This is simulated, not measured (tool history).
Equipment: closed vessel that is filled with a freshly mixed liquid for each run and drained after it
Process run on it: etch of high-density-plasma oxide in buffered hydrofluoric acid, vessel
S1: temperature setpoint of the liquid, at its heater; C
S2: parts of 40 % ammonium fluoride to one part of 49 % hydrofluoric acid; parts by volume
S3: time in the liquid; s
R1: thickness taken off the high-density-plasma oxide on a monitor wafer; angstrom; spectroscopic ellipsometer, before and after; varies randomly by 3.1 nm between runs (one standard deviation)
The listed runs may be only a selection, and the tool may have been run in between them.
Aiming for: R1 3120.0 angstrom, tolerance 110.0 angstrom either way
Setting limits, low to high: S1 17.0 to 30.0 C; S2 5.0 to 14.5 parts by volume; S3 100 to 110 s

{"run": 1, "hour": 0.0, "S1": 22.0, "S2": 9.0, "S3": 100, "R1": 1432.4}
{"run": 2, "hour": 3.3, "S1": 19.5, "S2": 9.0, "S3": 100, "R1": 1227.5}
{"run": 3, "hour": 8.5, "S1": 19.5, "S2": 9.0, "S3": 110, "R1": 1377.9}
{"run": 4, "hour": 11.9, "S1": 21.5, "S2": 8.5, "S3": 110, "R1": 1622.1}
{"run": 5, "hour": 17.0, "S1": 20.0, "S2": 8.5, "S3": 110, "R1": 1493.9}
{"run": 6, "hour": 24.4, "S1": 21.5, "S2": 8.0, "S3": 110, "R1": 1753.3}
{"run": 7, "hour": 29.2, "S1": 21.5, "S2": 8.0, "S3": 110, "R1": 1720.2}
{"run": 8, "hour": 31.4, "S1": 23.0, "S2": 8.0, "S3": 110, "R1": 1908.8}
{"run": 9, "hour": 36.7, "S1": 24.0, "S2": 8.0, "S3": 110, "R1": 1981.1}
{"run": 10, "hour": 40.9, "S1": 25.0, "S2": 7.5, "S3": 110, "R1": 2217.7}
{"run": 11, "hour": 43.9, "S1": 26.0, "S2": 7.5, "S3": 110, "R1": 2386.8}
{"run": 12, "hour": 48.8, "S1": 26.5, "S2": 7.5, "S3": 110, "R1": 2474.2}
{"run": 13, "hour": 55.2, "S1": 27.0, "S2": 7.5, "S3": 110, "R1": 2462.4}

Exactly one of the 5 candidate moves below puts every result within its allowed miss. Which one?
{"run": "A", "hour": 61.6, "S1": 27.0, "S2": 5.5, "S3": 110, "R1": "?"}
{"run": "B", "hour": 61.6, "S1": 27.0, "S2": 7.0, "S3": 110, "R1": "?"}
{"run": "C", "hour": 61.6, "S1": 28.5, "S2": 6.0, "S3": 110, "R1": "?"}
{"run": "D", "hour": 61.6, "S1": 28.5, "S2": 6.5, "S3": 110, "R1": "?"}
{"run": "E", "hour": 61.6, "S1": 29.0, "S2": 6.0, "S3": 110, "R1": "?"}

move=A R1=3316.4
move=B R1=2696.1
move=C R1=3336.4
move=D R1=3113.4
move=E R1=3425.5
A: pushes the last run's worst result past its target
B: nearer the targets than the last run, but a result is still out of spec
C: pushes the last run's worst result past its target
D: every result within its allowed miss
E: pushes the last run's worst result past its target
Go with D: it meets all targets.
